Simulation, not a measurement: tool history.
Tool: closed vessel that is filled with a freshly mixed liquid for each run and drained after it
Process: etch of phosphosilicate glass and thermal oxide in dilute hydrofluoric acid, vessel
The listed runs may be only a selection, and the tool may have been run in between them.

run,day,temperature setpoint of the liquid (°C),parts of water to one part of 49 % hydrofluoric acid (parts by volume),time in the liquid (s),thickness taken off the phosphosilicate glass on a monitor wafer (angstrom),thickness taken off the thermal oxide on a monitor wafer (angstrom)
1,0,23,80,60,1372.5,30.604
2,0.383,22.5,85,60,1245.4,29.057
3,0.421,22.5,115,60,890.25,20.556
4,0.529,22,120,60,835.9,19.344
5,0.562,22,120,70,975.86,22.528
6,0.904,21.5,125,70,915.12,20.407
7,1.275,20.5,135,60,690.89,15.71

Run 8 comes next. What will it give?
8,1.579,19.5,140,55,?,?

Run 8 measured thickness taken off the phosphosilicate glass on a monitor wafer (angstrom) 580.61, thickness taken off the thermal oxide on a monitor wafer (angstrom) 13.002.

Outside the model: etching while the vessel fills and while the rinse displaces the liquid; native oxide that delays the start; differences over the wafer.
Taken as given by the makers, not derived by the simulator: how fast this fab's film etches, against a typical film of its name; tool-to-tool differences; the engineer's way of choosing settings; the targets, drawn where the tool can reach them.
